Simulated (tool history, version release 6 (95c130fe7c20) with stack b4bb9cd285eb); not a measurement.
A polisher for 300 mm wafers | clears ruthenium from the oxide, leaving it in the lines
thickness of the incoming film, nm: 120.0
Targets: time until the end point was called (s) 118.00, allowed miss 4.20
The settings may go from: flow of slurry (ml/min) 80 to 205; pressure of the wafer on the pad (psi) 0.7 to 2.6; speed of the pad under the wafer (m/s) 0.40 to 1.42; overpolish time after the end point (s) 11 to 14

| run | hour | flow of slurry (ml/min) | pressure of the wafer on the pad (psi) | speed of the pad under the wafer (m/s) | overpolish time after the end point (s) | time until the end point was called (s) |
|---|---|---|---|---|---|---|
| 1 | 0.0 | 135 | 1.6 | 0.90 | 14 | 147.66 |
| 2 | 4.4 | 135 | 1.6 | 0.68 | 14 | 191.55 |
| 3 | 11.5 | 135 | 1.7 | 0.68 | 14 | 179.79 |
| 4 | 17.7 | 135 | 1.8 | 0.68 | 14 | 170.65 |
| 5 | 24.5 | 135 | 1.8 | 0.68 | 14 | 172.95 |
| 6 | 25.6 | 135 | 1.8 | 0.54 | 14 | 212.66 |
| 7 | 29.2 | 140 | 1.9 | 0.56 | 14 | 191.54 |
| 8 | 37.0 | 170 | 2.4 | 0.58 | 14 | 142.85 |
| 9 | 37.7 | 170 | 2.5 | 0.62 | 14 | 130.91 |

Which of these 4 next moves meets every target?
| A | 38.4 | 190 | 2.5 | 0.60 | 11 | ? |
| B | 38.4 | 140 | 2.5 | 0.72 | 14 | ? |
| C | 38.4 | 175 | 2.5 | 0.76 | 14 | ? |
| D | 38.4 | 190 | 2.4 | 0.78 | 14 | ? |

| move | time until the end point was called (s) |
|---|---|
| A | 133.60 |
| B | 118.25 |
| C | 108.18 |
| D | 108.54 |
A: further off than the last run
B: meets every target
C: takes the result that was furthest off past its target
D: takes the result that was furthest off past its target
The right move is B.
